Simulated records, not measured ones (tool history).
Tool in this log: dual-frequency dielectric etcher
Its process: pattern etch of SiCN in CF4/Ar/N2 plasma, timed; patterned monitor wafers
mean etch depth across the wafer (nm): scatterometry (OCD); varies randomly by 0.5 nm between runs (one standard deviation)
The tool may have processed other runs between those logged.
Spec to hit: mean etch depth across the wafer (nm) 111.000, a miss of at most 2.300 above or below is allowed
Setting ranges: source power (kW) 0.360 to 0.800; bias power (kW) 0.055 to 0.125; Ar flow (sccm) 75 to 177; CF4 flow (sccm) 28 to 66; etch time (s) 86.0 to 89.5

run	hour	source power (kW)	bias power (kW)	Ar flow (sccm)	CF4 flow (sccm)	etch time (s)	mean etch depth across the wafer (nm)
1	0.0	0.580	0.090	126	47	86.0	88.740
2	2.8	0.580	0.104	126	47	86.0	95.851
3	5.5	0.500	0.104	126	47	86.0	84.699
4	6.6	0.550	0.104	126	47	86.0	91.479
5	9.6	0.630	0.104	126	47	86.0	101.050
6	13.8	0.630	0.104	138	47	86.0	100.630
7	18.2	0.640	0.104	138	47	86.0	100.600
8	20.7	0.650	0.104	138	47	86.0	103.060
9	27.8	0.660	0.104	138	47	86.0	104.040

Exactly one of the 4 candidate moves below puts every result within its allowed miss. Which one?
A	34.9	0.730	0.102	143	40	89.0	?
B	34.9	0.650	0.102	147	54	87.5	?
C	34.9	0.660	0.120	146	52	89.0	?
D	34.9	0.550	0.125	124	54	89.0	?

move	mean etch depth across the wafer (nm)
A	109.640
B	105.020
C	116.220
D	106.000
A: every result within its allowed miss
B: nearer than the last run, and not there yet
C: the result that was furthest off in the last run now lies on the other side of its target
D: nearer than the last run, and not there yet
Answer: A
